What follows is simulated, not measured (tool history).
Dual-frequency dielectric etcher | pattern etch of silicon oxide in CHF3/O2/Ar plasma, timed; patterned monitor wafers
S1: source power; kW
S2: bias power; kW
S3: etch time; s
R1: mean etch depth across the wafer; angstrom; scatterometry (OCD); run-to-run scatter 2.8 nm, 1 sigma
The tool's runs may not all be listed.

run	day	S1	S2	S3	R1
1	0.000	0.470	0.220	326.5	6578.2
2	0.375	0.420	0.220	326.5	6328.3
3	0.583	0.420	0.220	326.5	6321.2
4	0.629	0.500	0.220	326.5	6740.1
5	0.929	0.500	0.220	326.5	6704.3
6	1.104	0.500	0.220	326.5	6714.1

Run 7 has not been measured yet. What should we expect?
7	1.254	0.600	0.255	326.5	?

{"run 7": {"R1": 7627.3}}
